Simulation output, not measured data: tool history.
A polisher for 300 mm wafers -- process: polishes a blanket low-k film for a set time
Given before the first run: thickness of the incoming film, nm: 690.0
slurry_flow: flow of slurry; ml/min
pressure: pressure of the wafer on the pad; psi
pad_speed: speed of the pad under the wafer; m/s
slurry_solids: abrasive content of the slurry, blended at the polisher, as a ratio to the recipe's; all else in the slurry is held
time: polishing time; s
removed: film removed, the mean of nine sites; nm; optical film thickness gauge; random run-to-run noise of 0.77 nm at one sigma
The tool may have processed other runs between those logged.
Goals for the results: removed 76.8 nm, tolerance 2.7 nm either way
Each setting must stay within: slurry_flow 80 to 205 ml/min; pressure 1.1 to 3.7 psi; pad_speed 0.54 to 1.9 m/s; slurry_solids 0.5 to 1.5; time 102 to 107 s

run	hour	slurry_flow	pressure	pad_speed	slurry_solids	time	removed
1	0	135	2.4	1.22	1	102	63.823
2	7.5	135	2.9	1.22	1	102	72.59
3	15.2	135	2.7	1.22	1	102	69.165
4	15.7	135	2.3	1.22	1	102	60.814
5	23.9	135	2.3	1.22	1	102	61.691
6	27.8	140	2.4	1.22	1	102	62.417
7	33.6	140	2.5	1.22	1	102	64.544
8	38.5	140	2.6	1.22	1	102	66.096
9	45	140	2.7	1.22	1	102	69.299

5 next moves are on the table. One of them brings every result within its allowed miss. Which?
A	51.5	140	2.7	1.06	1.1	102	?
B	51.5	170	2.9	1.34	1.1	104	?
C	51.5	125	2.6	1.26	1	107	?
D	51.5	140	2.8	1.24	0.95	102	?
E	51.5	160	2.9	1.18	1.05	104	?

move	removed
A	63.823
B	84.405
C	69.655
D	69.426
E	74.69
A: further off than the last run
B: moves the result that the last run missed by most past its target, out the other side
C: no nearer and no further than the last run
D: no nearer and no further than the last run
E: every result within its allowed miss
So the answer is move E, the one that meets all the targets.
